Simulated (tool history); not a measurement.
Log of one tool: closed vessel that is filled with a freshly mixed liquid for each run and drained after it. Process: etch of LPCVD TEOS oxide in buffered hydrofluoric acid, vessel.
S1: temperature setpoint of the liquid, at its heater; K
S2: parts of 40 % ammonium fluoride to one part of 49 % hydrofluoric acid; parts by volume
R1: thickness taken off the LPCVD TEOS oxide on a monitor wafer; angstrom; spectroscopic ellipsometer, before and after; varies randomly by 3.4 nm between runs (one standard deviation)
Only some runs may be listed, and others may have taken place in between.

{"run": 1, "hour": 0.0, "S1": 296.15, "S2": 19.5, "time in the liquid (s)": 90, "R1": 2130.7}
{"run": 2, "hour": 3.6, "S1": 296.15, "S2": 19.5, "time in the liquid (s)": 90, "R1": 2113.3}
{"run": 3, "hour": 5.0, "S1": 296.15, "S2": 19.5, "time in the liquid (s)": 90, "R1": 2119.3}
{"run": 4, "hour": 7.9, "S1": 296.15, "S2": 24, "time in the liquid (s)": 90, "R1": 1827.6}
{"run": 5, "hour": 14.1, "S1": 296.15, "S2": 24, "time in the liquid (s)": 100, "R1": 2027.5}
{"run": 6, "hour": 14.8, "S1": 297.65, "S2": 22.5, "time in the liquid (s)": 100, "R1": 2323.4}
{"run": 7, "hour": 20.5, "S1": 298.65, "S2": 21, "time in the liquid (s)": 100, "R1": 2560.1}
{"run": 8, "hour": 27.2, "S1": 299.65, "S2": 19.5, "time in the liquid (s)": 100, "R1": 2882.4}
{"run": 9, "hour": 36.1, "S1": 300.15, "S2": 18.5, "time in the liquid (s)": 100, "R1": 3079.6}
{"run": 10, "hour": 44.1, "S1": 300.65, "S2": 17.5, "time in the liquid (s)": 100, "R1": 3353.8}

Run 11 has not been measured yet. What should we expect?
{"run": 11, "hour": 50.1, "S1": 301.15, "S2": 17, "time in the liquid (s)": 100, "R1": "?"}

R1: 3541.4 angstrom
